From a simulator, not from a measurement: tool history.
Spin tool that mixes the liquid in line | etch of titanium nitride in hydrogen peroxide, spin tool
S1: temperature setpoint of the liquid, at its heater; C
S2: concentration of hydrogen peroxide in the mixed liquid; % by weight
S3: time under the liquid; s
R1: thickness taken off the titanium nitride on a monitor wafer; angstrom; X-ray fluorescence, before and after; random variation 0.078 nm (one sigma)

Run 1, hour 0: S1 55 C, S2 19 % by weight, S3 110 s. Result: R1 93.785 angstrom.
Run 2, hour 5.9: S1 57.5 C, S2 19 % by weight, S3 110 s. Result: R1 110.78 angstrom.
Run 3, hour 7.7: S1 57.5 C, S2 19 % by weight, S3 110 s. Result: R1 110.75 angstrom.
Run 4, hour 8.7: S1 57.5 C, S2 20.5 % by weight, S3 110 s. Result: R1 113.74 angstrom.
Run 5, hour 15.5: S1 57 C, S2 20.5 % by weight, S3 110 s. Result: R1 107.25 angstrom.
Run 6, hour 16.3: S1 57 C, S2 20.5 % by weight, S3 110 s. Result: R1 111.52 angstrom.
Run 7, hour 20.9: S1 56.5 C, S2 20.5 % by weight, S3 110 s. Result: R1 103.52 angstrom.
Run 8, hour 22.7: S1 56 C, S2 20.5 % by weight, S3 110 s. Result: R1 102.15 angstrom.

The next listed run, before its measurement:
Run 9, hour 28.5: S1 55.5 C, S2 20.5 % by weight, S3 110 s. Result: R1 ?.

Run 9 gave R1 99.447 angstrom.
